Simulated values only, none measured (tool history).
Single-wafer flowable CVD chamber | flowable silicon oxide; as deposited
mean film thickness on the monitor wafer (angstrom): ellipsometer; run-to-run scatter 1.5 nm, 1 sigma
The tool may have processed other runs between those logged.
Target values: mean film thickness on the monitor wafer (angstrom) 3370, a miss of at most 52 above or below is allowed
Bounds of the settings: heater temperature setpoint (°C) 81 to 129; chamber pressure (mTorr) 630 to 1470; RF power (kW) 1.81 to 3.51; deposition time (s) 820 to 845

run,day,heater temperature setpoint (°C),chamber pressure (mTorr),RF power (kW),deposition time (s),mean film thickness on the monitor wafer (angstrom)
1,0,105,1050,2.66,820,5959.1
2,0.379,105,1050,2.915,820,5995.5
3,0.542,105,1050,2.915,845,6164.5
4,0.729,98,1050,2.915,845,7924.8
5,1,102,1050,2.915,845,6850.4
6,1.325,102,1190,2.915,845,7732
7,1.708,106,1190,2.915,845,6639.8
8,1.908,109,1190,2.915,845,6003.9
9,1.958,112,1190,2.915,845,5390.6
10,2.112,114,1190,2.915,845,5023.2
11,2.329,116,1190,2.915,845,4677.2
12,2.533,128,1190,2.915,845,3283.3

Which of these 4 next moves meets every target?
A,2.738,126,1210,3.22,829,?
B,2.738,116,880,2.99,843,?
C,2.738,122,1030,2.66,845,?
D,2.738,128,1300,3.1,823,?

move,mean film thickness on the monitor wafer (angstrom)
A,3471.1
B,3488.5
C,3364.9
D,3482.6
A: takes the biggest miss from the last run beyond its target
B: takes the biggest miss from the last run beyond its target
C: each result inside its tolerance
D: takes the biggest miss from the last run beyond its target
Move C is the one to make.
